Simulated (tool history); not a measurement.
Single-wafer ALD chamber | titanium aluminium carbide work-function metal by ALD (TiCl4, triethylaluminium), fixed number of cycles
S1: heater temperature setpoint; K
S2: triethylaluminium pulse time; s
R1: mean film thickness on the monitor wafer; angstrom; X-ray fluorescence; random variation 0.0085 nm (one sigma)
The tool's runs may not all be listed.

run 1 hour=0.0 | S1=568.15 S2=12.09 | R1=20.523
run 2 hour=7.3 | S1=568.15 S2=9.26 | R1=19.974
run 3 hour=13.3 | S1=568.15 S2=5.99 | R1=15.856
run 4 hour=20.1 | S1=571.15 S2=6.10 | R1=16.239
run 5 hour=21.4 | S1=571.15 S2=4.35 | R1=10.209
run 6 hour=28.1 | S1=571.15 S2=4.35 | R1=10.121
run 7 hour=30.2 | S1=583.15 S2=8.22 | R1=20.301
run 8 hour=31.4 | S1=579.15 S2=8.20 | R1=20.068
run 9 hour=35.8 | S1=576.15 S2=8.19 | R1=19.782
run 10 hour=36.9 | S1=574.15 S2=8.18 | R1=19.659
run 11 hour=43.6 | S1=571.15 S2=8.17 | R1=19.438

Run 12 comes next. What will it give?
run 12 hour=52.1 | S1=567.15 S2=8.13 | R1=?

Run 12 gave R1 18.891 angstrom.
